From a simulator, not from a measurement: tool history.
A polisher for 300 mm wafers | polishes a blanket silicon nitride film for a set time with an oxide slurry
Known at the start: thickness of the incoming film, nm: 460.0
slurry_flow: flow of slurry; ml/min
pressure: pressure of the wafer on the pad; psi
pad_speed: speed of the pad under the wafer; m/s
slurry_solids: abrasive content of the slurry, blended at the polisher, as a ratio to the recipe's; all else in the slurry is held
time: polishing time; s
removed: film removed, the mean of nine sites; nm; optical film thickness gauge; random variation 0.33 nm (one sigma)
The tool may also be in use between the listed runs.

run  hour  slurry_flow  pressure  pad_speed  slurry_solids  time  removed
  1   0.0          265       3.5       1.28           1.00    30   18.153
  2   6.7          265       3.5       1.28           1.15    30   19.624
  3  13.4          265       3.5       1.28           1.15    26   17.122
  4  17.0          265       4.2       1.28           1.15    26   19.054
  5  19.8          265       4.2       1.28           1.15    26   19.211
  6  23.2          265       4.2       1.28           0.95    26   17.085
  7  24.3          265       4.5       1.42           0.95    26   19.788
  8  27.7          265       5.4       1.54           0.95    26   23.389
  9  32.3          265       5.4       1.60           0.95    26   24.086

Forecast run 10:
 10  38.7          265       5.4       1.64           0.95    26        ?

removed: 24.283 nm

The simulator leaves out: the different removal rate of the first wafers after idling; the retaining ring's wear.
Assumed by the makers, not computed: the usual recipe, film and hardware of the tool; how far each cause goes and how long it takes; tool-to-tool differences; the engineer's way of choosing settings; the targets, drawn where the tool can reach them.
